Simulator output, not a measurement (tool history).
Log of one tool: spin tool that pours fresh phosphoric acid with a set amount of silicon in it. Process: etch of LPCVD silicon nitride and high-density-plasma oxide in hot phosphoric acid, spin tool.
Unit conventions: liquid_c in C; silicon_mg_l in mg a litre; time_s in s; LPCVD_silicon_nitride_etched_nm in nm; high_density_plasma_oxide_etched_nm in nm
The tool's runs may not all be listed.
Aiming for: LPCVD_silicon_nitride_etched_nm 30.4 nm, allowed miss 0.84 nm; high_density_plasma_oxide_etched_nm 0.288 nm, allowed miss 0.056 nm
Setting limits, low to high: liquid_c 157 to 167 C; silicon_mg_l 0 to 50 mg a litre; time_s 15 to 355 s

run    day  liquid_c  silicon_mg_l  time_s  LPCVD_silicon_nitride_etched_nm  high_density_plasma_oxide_etched_nm
  1      0       162          22.5     180                           17.832                              0.57006
  2  0.038     160.5            32     220                           20.867                              0.46951
  3  0.292       159            32     220                            19.96                              0.36704
  4  0.408       159          27.5     220                           19.776                              0.41342
  5  0.458       159          27.5     140                           12.839                              0.31777
  6  0.746     158.5          35.5     195                           17.183                               0.3092
  7  1.017       158          40.5     235                            20.65                              0.24931
  8   1.15     160.5            50     295                           27.997                              0.27396
  9  1.375     160.5            50     300                           28.573                              0.26585
 10  1.483     160.5            50     300                           28.507                              0.26564
 11  1.771     160.5            50     305                           29.254                              0.27672
 12  1.892     160.5            50     310                           29.534                              0.28492

4 candidate next runs follow, results not yet known. Just one meets every target within its allowed miss. Identify it.
  A  2.012     160.5            50     340                                ?                                    ?
  B  2.012     160.5          48.5     335                                ?                                    ?
  C  2.012     160.5            50     345                                ?                                    ?
  D  2.012       161            50     315                                ?                                    ?

move  LPCVD_silicon_nitride_etched_nm  high_density_plasma_oxide_etched_nm
   A                           32.122                              0.27565
   B                            31.65                              0.27159
   C                           32.595                               0.2797
   D                           30.263                              0.26498
A: the result that was furthest off in the last run now lies on the other side of its target
B: the result that was furthest off in the last run now lies on the other side of its target
C: the result that was furthest off in the last run now lies on the other side of its target
D: meets every target
Move D is the one to make.

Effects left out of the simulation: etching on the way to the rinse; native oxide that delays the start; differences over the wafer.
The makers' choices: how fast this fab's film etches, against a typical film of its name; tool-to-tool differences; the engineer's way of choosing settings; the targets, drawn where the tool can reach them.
